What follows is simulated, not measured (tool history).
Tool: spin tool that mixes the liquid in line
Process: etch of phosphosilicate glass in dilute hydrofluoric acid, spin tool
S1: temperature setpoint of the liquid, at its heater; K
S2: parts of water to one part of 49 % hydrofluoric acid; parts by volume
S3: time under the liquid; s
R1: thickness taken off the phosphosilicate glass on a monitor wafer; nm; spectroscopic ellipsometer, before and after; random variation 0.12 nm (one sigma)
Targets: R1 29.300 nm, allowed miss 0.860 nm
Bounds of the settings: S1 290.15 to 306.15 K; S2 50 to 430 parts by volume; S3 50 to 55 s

run,hour,S1,S2,S3,R1
1,0.0,298.15,240,50,10.839
2,1.6,300.65,195,50,15.210
3,7.9,302.15,165,50,19.712
4,9.8,303.15,150,50,22.940
5,16.6,304.15,145,50,25.008
6,19.8,304.15,145,50,24.622
7,28.1,304.65,140,50,26.381
8,36.1,305.15,140,50,26.750
9,37.8,305.65,140,50,27.338
10,44.9,306.15,130,50,30.449

Which of these 5 next moves meets every target?
A,52.0,306.15,135,55,?
B,52.0,305.15,150,55,?
C,52.0,304.15,135,50,?
D,52.0,306.15,125,50,?
E,52.0,306.15,145,55,?

move,R1
A,32.138
B,27.342
C,27.205
D,32.012
E,29.499
A: further off than the last run
B: takes the result that was furthest off past its target
C: takes the result that was furthest off past its target
D: further off than the last run
E: meets every target
Answer: E
